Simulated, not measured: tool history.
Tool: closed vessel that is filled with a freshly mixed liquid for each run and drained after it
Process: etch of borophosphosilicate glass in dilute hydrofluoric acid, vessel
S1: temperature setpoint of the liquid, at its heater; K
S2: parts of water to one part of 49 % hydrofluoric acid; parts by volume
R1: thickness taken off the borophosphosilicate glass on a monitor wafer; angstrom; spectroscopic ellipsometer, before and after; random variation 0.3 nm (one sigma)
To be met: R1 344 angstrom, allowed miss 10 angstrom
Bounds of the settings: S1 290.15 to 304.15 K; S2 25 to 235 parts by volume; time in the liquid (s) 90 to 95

Run 1, hour 0: S1 296.15 K, S2 130 parts by volume, time in the liquid (s) 90. Result: R1 511.74 angstrom.
Run 2, hour 8.9: S1 296.15 K, S2 85 parts by volume, time in the liquid (s) 90. Result: R1 824.82 angstrom.
Run 3, hour 15.6: S1 295.65 K, S2 95 parts by volume, time in the liquid (s) 90. Result: R1 723.71 angstrom.
Run 4, hour 21.7: S1 297.65 K, S2 95 parts by volume, time in the liquid (s) 90. Result: R1 771.19 angstrom.
Run 5, hour 22.7: S1 300.15 K, S2 95 parts by volume, time in the liquid (s) 90. Result: R1 852.2 angstrom.
Run 6, hour 23.8: S1 300.15 K, S2 95 parts by volume, time in the liquid (s) 95. Result: R1 903.48 angstrom.
Run 7, hour 25.6: S1 299.15 K, S2 105 parts by volume, time in the liquid (s) 95. Result: R1 768.89 angstrom.
Run 8, hour 33.1: S1 298.15 K, S2 110 parts by volume, time in the liquid (s) 95. Result: R1 694.65 angstrom.
Run 9, hour 37.2: S1 297.15 K, S2 115 parts by volume, time in the liquid (s) 95. Result: R1 645.65 angstrom.
Run 10, hour 38.7: S1 296.15 K, S2 120 parts by volume, time in the liquid (s) 95. Result: R1 581.5 angstrom.
Run 11, hour 44.2: S1 296.15 K, S2 120 parts by volume, time in the liquid (s) 95. Result: R1 584.61 angstrom.
Run 12, hour 49.8: S1 295.65 K, S2 125 parts by volume, time in the liquid (s) 95. Result: R1 558.96 angstrom.
Run 13, hour 54.9: S1 295.15 K, S2 130 parts by volume, time in the liquid (s) 95. Result: R1 519.52 angstrom.

4 next moves are on the table. One of them brings every result within its allowed miss. Which?
Run A, hour 60: S1 290.15 K, S2 140 parts by volume, time in the liquid (s) 90. Result: R1 ?.
Run B, hour 60: S1 293.65 K, S2 160 parts by volume, time in the liquid (s) 90. Result: R1 ?.
Run C, hour 60: S1 295.15 K, S2 175 parts by volume, time in the liquid (s) 90. Result: R1 ?.
Run D, hour 60: S1 299.65 K, S2 85 parts by volume, time in the liquid (s) 95. Result: R1 ?.

move      R1
   A  361.22
   B  356.66
   C  340.27
   D  979.36
A: nearer than the last run, and not there yet
B: nearer than the last run, and not there yet
C: meets every target
D: further off than the last run
Move C is the one to make.

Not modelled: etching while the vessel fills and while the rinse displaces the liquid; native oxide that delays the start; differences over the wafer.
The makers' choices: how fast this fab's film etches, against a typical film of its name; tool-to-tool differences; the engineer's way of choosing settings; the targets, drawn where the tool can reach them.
